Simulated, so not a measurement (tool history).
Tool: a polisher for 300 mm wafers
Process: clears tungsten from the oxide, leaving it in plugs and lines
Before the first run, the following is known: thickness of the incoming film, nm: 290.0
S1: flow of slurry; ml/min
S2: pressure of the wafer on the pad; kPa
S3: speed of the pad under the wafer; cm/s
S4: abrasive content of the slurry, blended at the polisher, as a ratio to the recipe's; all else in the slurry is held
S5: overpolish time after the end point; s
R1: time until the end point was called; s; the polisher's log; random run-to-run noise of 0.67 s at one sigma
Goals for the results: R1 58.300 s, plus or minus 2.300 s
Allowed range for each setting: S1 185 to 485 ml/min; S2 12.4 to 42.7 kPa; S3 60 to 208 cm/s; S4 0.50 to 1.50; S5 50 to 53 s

run 1 hour=0.0 | S1=310 S2=27.6 S3=134 S4=1.00 S5=50 | R1=45.750
run 2 hour=2.8 | S1=310 S2=26.2 S3=134 S4=1.00 S5=50 | R1=47.773
run 3 hour=5.5 | S1=310 S2=25.5 S3=134 S4=1.00 S5=50 | R1=48.886
run 4 hour=6.1 | S1=310 S2=24.8 S3=134 S4=1.00 S5=50 | R1=50.820
run 5 hour=10.9 | S1=310 S2=24.8 S3=134 S4=1.00 S5=50 | R1=51.086
run 6 hour=18.0 | S1=310 S2=24.8 S3=134 S4=0.85 S5=50 | R1=50.620
run 7 hour=24.5 | S1=310 S2=20.7 S3=132 S4=0.85 S5=50 | R1=62.647
run 8 hour=26.0 | S1=310 S2=20.7 S3=132 S4=0.85 S5=50 | R1=62.075
run 9 hour=28.1 | S1=310 S2=21.4 S3=132 S4=0.85 S5=50 | R1=60.710

5 next moves are on the table. One of them brings every result within its allowed miss. Which?
run A hour=30.2 | S1=240 S2=21.4 S3=126 S4=1.00 S5=53 | R1=?
run B hour=30.2 | S1=315 S2=23.4 S3=148 S4=0.60 S5=50 | R1=?
run C hour=30.2 | S1=335 S2=19.3 S3=134 S4=0.90 S5=53 | R1=?
run D hour=30.2 | S1=255 S2=17.2 S3=156 S4=1.00 S5=50 | R1=?
run E hour=30.2 | S1=305 S2=22.8 S3=128 S4=0.95 S5=51 | R1=?

move=A R1=63.690
move=B R1=52.011
move=C R1=64.898
move=D R1=63.117
move=E R1=57.957
A: lands further from the targets than the last run did
B: takes the result that was furthest off past its target
C: lands further from the targets than the last run did
D: lands further from the targets than the last run did
E: meets every target
E meets every target.
